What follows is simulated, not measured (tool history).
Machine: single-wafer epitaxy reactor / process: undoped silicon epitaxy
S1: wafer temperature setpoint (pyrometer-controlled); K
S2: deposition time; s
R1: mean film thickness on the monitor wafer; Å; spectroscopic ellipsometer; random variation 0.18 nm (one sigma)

run,day,S1,S2,R1
1,0,928.15,219,398.03
2,0.229,928.15,190,345.12
3,0.354,922.15,190,308.87
4,0.417,912.15,190,252.99
5,0.612,925.15,191,327.44
6,0.988,934.15,192,391.8
7,1.221,940.15,192,439.45
8,1.362,944.15,192,472.43
9,1.417,946.15,192,488.56
10,1.467,948.15,192,508.85

Predict the results of run 11:
11,1.533,948.15,192,?

Run 11 yielded R1 506.75 Å.
